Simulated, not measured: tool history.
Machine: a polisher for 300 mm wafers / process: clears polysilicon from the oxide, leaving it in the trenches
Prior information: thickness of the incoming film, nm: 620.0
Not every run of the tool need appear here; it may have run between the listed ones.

| run | hour | flow of slurry (ml/min) | pressure of the wafer on the pad (kPa) | speed of the pad under the wafer (cm/s) | overpolish time after the end point (s) | time until the end point was called (s) | dishing of a wide line in a test structure (angstrom) |
|---|---|---|---|---|---|---|---|
| 1 | 0 | 145 | 18.6 | 120 | 26 | 31.197 | 593.49 |
| 2 | 4.3 | 130 | 16.5 | 106 | 25 | 40.495 | 618.86 |
| 3 | 9.1 | 130 | 16.5 | 106 | 20 | 40.408 | 593.68 |
| 4 | 15.5 | 130 | 18.6 | 106 | 20 | 35.712 | 559.14 |
| 5 | 17.5 | 120 | 16.5 | 96 | 17 | 46.217 | 588.5 |
| 6 | 23 | 120 | 16.5 | 122 | 17 | 36.161 | 563.97 |
| 7 | 27.2 | 115 | 15.2 | 108 | 15 | 44.268 | 599.38 |
| 8 | 32.7 | 85 | 10.3 | 74 | 28 | 102.45 | 579.89 |
| 9 | 35.6 | 85 | 10.3 | 74 | 25 | 100.56 | 566.78 |
| 10 | 40.8 | 85 | 10.3 | 74 | 25 | 100.3 | 570.41 |

Run 11 is up next; what results do you expect?
| 11 | 45.2 | 85 | 10.3 | 74 | 25 | ? | ? |

{"run 11": {"time until the end point was called (s)": 101.35, "dishing of a wide line in a test structure (angstrom)": 562.69}}

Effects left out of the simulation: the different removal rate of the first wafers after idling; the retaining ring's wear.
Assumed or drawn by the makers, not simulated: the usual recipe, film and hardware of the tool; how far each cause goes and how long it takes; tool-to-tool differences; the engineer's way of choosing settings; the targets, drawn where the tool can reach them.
